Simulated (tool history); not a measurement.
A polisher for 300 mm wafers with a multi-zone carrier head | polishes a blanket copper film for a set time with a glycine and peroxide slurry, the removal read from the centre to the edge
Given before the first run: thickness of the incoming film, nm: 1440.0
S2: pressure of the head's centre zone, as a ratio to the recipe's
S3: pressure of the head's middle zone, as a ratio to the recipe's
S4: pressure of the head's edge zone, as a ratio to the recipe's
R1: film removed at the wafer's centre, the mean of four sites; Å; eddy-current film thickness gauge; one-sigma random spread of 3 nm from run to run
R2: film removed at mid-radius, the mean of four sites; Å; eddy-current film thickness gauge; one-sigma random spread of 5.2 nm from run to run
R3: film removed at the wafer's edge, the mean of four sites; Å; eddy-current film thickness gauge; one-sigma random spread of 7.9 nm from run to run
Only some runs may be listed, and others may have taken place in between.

run 1 hour=0 | flow_of_slurry_(ml/min)=240 S2=1 S3=1 S4=1 polishing_time_(s)=61 | R1=4291.9 R2=4245.2 R3=4437.5
run 2 hour=5.3 | flow_of_slurry_(ml/min)=250 S2=1 S3=1.03 S4=1.02 polishing_time_(s)=62 | R1=4408.8 R2=4524.6 R3=4390.4
run 3 hour=12.8 | flow_of_slurry_(ml/min)=245 S2=0.99 S3=1.03 S4=1.02 polishing_time_(s)=64 | R1=4463.2 R2=4615.8 R3=4600.3
run 4 hour=20.3 | flow_of_slurry_(ml/min)=245 S2=0.98 S3=1.04 S4=1.03 polishing_time_(s)=65 | R1=4440.9 R2=4773.6 R3=4808.1
run 5 hour=26.1 | flow_of_slurry_(ml/min)=245 S2=0.98 S3=1.04 S4=1.09 polishing_time_(s)=65 | R1=4494.2 R2=4801.9 R3=5039.4
run 6 hour=30.4 | flow_of_slurry_(ml/min)=255 S2=0.98 S3=1.05 S4=1.1 polishing_time_(s)=65 | R1=4523.8 R2=4828.2 R3=4944
run 7 hour=31.2 | flow_of_slurry_(ml/min)=260 S2=0.98 S3=1.06 S4=1.11 polishing_time_(s)=65 | R1=4541 R2=4829.7 R3=5001.5

The next listed run, before its measurement:
run 8 hour=33.3 | flow_of_slurry_(ml/min)=265 S2=0.98 S3=1.07 S4=1.12 polishing_time_(s)=65 | R1=? R2=? R3=?

R1: 4527.1 Å
R2: 4863.7 Å
R3: 4934.8 Å

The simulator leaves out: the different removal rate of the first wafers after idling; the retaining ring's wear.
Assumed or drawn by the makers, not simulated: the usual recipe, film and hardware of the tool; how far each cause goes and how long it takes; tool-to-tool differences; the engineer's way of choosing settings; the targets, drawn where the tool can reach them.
